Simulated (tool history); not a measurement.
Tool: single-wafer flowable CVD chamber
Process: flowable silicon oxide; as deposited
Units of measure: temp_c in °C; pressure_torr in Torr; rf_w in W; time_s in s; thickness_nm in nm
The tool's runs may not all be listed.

run,hour,temp_c,pressure_torr,rf_w,time_s,thickness_nm
1,0.0,90,0.728,1600,475,345.26
2,7.3,90,0.728,1600,451,328.60
3,14.1,90,0.728,1790,451,333.30
4,21.9,88,0.729,1790,451,352.13
5,23.3,88,0.729,1585,451,343.28
6,27.8,94,0.729,1585,451,289.68
7,36.4,90,0.730,1585,451,327.04
8,43.9,88,0.731,1585,451,346.50

What does the tool deliver on the next run?
9,51.3,86,0.732,1585,451,?

thickness_nm: 364.21 nm

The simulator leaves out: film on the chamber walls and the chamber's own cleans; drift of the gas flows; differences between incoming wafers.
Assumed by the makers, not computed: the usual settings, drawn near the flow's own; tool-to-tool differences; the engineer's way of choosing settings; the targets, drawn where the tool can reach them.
